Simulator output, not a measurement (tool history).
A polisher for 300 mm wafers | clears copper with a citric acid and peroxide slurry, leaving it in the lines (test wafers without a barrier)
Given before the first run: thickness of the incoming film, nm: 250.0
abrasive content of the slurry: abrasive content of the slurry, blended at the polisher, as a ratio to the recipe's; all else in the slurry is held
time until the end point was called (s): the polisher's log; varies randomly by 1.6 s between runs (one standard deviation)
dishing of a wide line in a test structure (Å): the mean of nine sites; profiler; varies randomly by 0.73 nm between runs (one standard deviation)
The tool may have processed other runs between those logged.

run    day  flow of slurry (ml/min)  pressure of the wafer on the pad (psi)  speed of the pad under the wafer (m/s)  abrasive content of the slurry  overpolish time after the end point (s)  time until the end point was called (s)  dishing of a wide line in a test structure (Å)
  1  0.000                      250                                     4.0                                    0.96                             1.0                                       24                                  105.370                                          390.30
  2  0.188                      250                                     3.9                                    0.96                             1.0                                       24                                  105.980                                          386.51
  3  0.233                      250                                     3.8                                    0.96                             1.0                                       24                                  109.040                                          369.49
  4  0.279                      250                                     4.3                                    0.96                             1.0                                       24                                   97.631                                          413.17
  5  0.321                      250                                     4.2                                    0.96                             1.0                                       24                                   99.113                                          405.36
  6  0.675                      250                                     4.1                                    0.96                             1.0                                       24                                  102.570                                          393.18
  7  1.038                      250                                     4.0                                    0.96                             1.0                                       24                                  104.910                                          387.78
  8  1.096                      250                                     3.9                                    0.96                             1.0                                       24                                  108.210                                          376.13
  9  1.262                      250                                     3.9                                    0.96                             1.0                                       24                                  106.310                                          371.32
 10  1.550                      250                                     3.9                                    0.96                             1.0                                       24                                  110.330                                          367.48

Expected results for the next run?
 11  1.588                      250                                     3.8                                    0.96                             1.0                                       24                                        ?                                               ?

Run 11 produced time until the end point was called (s) 111.840, dishing of a wide line in a test structure (Å) 365.47.
